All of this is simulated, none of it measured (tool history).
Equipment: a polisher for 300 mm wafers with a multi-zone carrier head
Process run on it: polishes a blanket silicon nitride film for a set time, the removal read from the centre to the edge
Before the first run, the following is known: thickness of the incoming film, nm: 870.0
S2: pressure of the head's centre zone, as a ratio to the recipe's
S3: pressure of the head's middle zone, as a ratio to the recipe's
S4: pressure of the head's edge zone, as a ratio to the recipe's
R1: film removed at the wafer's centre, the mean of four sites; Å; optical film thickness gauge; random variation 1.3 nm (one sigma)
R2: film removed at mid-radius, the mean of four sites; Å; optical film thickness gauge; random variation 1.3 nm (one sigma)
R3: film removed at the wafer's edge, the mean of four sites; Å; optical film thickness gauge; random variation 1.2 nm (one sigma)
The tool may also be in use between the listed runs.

run 1 day=0 | flow_of_slurry_(ml/min)=260 S2=1 S3=1 S4=1 polishing_time_(s)=56 | R1=1144 R2=1187.7 R3=1175.3
run 2 day=0.317 | flow_of_slurry_(ml/min)=260 S2=1 S3=1.04 S4=1 polishing_time_(s)=56 | R1=1168.7 R2=1209.4 R3=1174.1
run 3 day=0.692 | flow_of_slurry_(ml/min)=265 S2=1 S3=1.06 S4=1.01 polishing_time_(s)=57 | R1=1183.7 R2=1260.2 R3=1193.3
run 4 day=0.942 | flow_of_slurry_(ml/min)=265 S2=1 S3=1.06 S4=0.96 polishing_time_(s)=57 | R1=1164.7 R2=1245 R3=1188.1
run 5 day=1.046 | flow_of_slurry_(ml/min)=225 S2=1 S3=1.06 S4=0.96 polishing_time_(s)=57 | R1=1149.8 R2=1221.1 R3=1169.4
run 6 day=1.146 | flow_of_slurry_(ml/min)=225 S2=0.94 S3=1.06 S4=0.96 polishing_time_(s)=57 | R1=1080.6 R2=1208.6 R3=1175.5
run 7 day=1.375 | flow_of_slurry_(ml/min)=230 S2=0.95 S3=1.07 S4=0.97 polishing_time_(s)=58 | R1=1100.3 R2=1255.1 R3=1182.4
run 8 day=1.642 | flow_of_slurry_(ml/min)=235 S2=0.96 S3=1.07 S4=0.98 polishing_time_(s)=59 | R1=1144.4 R2=1288.5 R3=1208.2

What will run 9 give?
-- day=1.838 slurry nozzle cleaned
run 9 day=1.838 | flow_of_slurry_(ml/min)=245 S2=0.96 S3=1.07 S4=0.99 polishing_time_(s)=60 | R1=? R2=? R3=?

R1: 1191.5 Å
R2: 1337.8 Å
R3: 1285.7 Å

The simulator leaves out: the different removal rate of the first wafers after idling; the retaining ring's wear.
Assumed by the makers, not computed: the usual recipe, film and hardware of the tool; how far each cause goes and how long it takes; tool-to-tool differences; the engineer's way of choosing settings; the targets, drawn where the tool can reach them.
